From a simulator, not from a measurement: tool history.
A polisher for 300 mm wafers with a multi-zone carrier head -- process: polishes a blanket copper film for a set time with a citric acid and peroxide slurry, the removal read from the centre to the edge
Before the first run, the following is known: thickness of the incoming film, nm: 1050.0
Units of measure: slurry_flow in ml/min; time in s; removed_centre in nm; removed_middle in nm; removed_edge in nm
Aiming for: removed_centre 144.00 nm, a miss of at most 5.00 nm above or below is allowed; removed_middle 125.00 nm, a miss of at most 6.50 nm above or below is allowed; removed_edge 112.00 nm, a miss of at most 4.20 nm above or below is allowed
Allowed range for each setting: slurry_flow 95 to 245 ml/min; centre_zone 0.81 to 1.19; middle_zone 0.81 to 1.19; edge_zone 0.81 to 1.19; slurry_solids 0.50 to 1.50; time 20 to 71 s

run 1 hour=0.0 | slurry_flow=155 centre_zone=1.00 middle_zone=1.00 edge_zone=1.00 slurry_solids=1.00 time=45 | removed_centre=162.09 removed_middle=162.08 removed_edge=156.23
run 2 hour=3.5 | slurry_flow=155 centre_zone=1.01 middle_zone=1.00 edge_zone=0.98 slurry_solids=0.95 time=44 | removed_centre=159.03 removed_middle=151.91 removed_edge=148.27
run 3 hour=8.5 | slurry_flow=155 centre_zone=1.01 middle_zone=1.00 edge_zone=0.98 slurry_solids=0.95 time=52 | removed_centre=185.48 removed_middle=180.41 removed_edge=175.26
run 4 hour=15.2 | slurry_flow=155 centre_zone=1.02 middle_zone=1.01 edge_zone=0.96 slurry_solids=0.90 time=51 | removed_centre=182.05 removed_middle=175.78 removed_edge=168.22
run 5 hour=24.2 | slurry_flow=155 centre_zone=0.95 middle_zone=1.01 edge_zone=0.96 slurry_solids=0.90 time=51 | removed_centre=170.05 removed_middle=178.12 removed_edge=167.98
run 6 hour=27.6 | slurry_flow=170 centre_zone=0.95 middle_zone=1.01 edge_zone=0.96 slurry_solids=0.90 time=51 | removed_centre=170.49 removed_middle=176.76 removed_edge=171.65
run 7 hour=35.6 | slurry_flow=165 centre_zone=0.96 middle_zone=1.01 edge_zone=0.94 slurry_solids=0.85 time=50 | removed_centre=167.39 removed_middle=174.01 removed_edge=162.46
run 8 hour=42.6 | slurry_flow=160 centre_zone=0.97 middle_zone=1.00 edge_zone=0.92 slurry_solids=0.80 time=49 | removed_centre=163.63 removed_middle=166.60 removed_edge=155.84
run 9 hour=46.1 | slurry_flow=155 centre_zone=0.98 middle_zone=0.99 edge_zone=0.91 slurry_solids=0.75 time=48 | removed_centre=158.95 removed_middle=158.73 removed_edge=149.53
run 10 hour=49.1 | slurry_flow=155 centre_zone=1.08 middle_zone=0.99 edge_zone=0.81 slurry_solids=0.50 time=38 | removed_centre=125.07 removed_middle=113.45 removed_edge=101.37
run 11 hour=50.6 | slurry_flow=155 centre_zone=1.08 middle_zone=0.99 edge_zone=0.81 slurry_solids=0.50 time=38 | removed_centre=125.91 removed_middle=111.11 removed_edge=102.11
run 12 hour=53.2 | slurry_flow=160 centre_zone=1.08 middle_zone=0.99 edge_zone=0.82 slurry_solids=0.50 time=38 | removed_centre=124.98 removed_middle=112.61 removed_edge=101.73
run 13 hour=58.7 | slurry_flow=160 centre_zone=1.09 middle_zone=0.99 edge_zone=0.83 slurry_solids=0.50 time=38 | removed_centre=126.16 removed_middle=109.50 removed_edge=100.32
run 14 hour=63.0 | slurry_flow=160 centre_zone=1.09 middle_zone=0.99 edge_zone=0.83 slurry_solids=0.55 time=38 | removed_centre=131.81 removed_middle=116.59 removed_edge=104.80

Of the 4 settings listed for the next run, only one would bring every result within its allowed miss of target. Which one?
run A hour=67.3 | slurry_flow=175 centre_zone=1.09 middle_zone=1.06 edge_zone=0.89 slurry_solids=0.60 time=41 | removed_centre=? removed_middle=? removed_edge=?
run B hour=67.3 | slurry_flow=205 centre_zone=1.10 middle_zone=0.97 edge_zone=0.82 slurry_solids=0.65 time=38 | removed_centre=? removed_middle=? removed_edge=?
run C hour=67.3 | slurry_flow=160 centre_zone=1.08 middle_zone=0.94 edge_zone=0.87 slurry_solids=0.65 time=41 | removed_centre=? removed_middle=? removed_edge=?
run D hour=67.3 | slurry_flow=165 centre_zone=1.11 middle_zone=1.13 edge_zone=0.81 slurry_solids=0.80 time=37 | removed_centre=? removed_middle=? removed_edge=?

move=A removed_centre=145.59 removed_middle=136.99 removed_edge=119.83
move=B removed_centre=142.51 removed_middle=122.98 removed_edge=111.21
move=C removed_centre=144.42 removed_middle=124.29 removed_edge=119.76
move=D removed_centre=141.85 removed_middle=138.53 removed_edge=110.19
A: gets the furthest-off result to its target, but another result is out of tolerance
B: each result inside its tolerance
C: gets the furthest-off result to its target, but another result is out of tolerance
D: gets the furthest-off result to its target, but another result is out of tolerance
The move that meets every target is B.
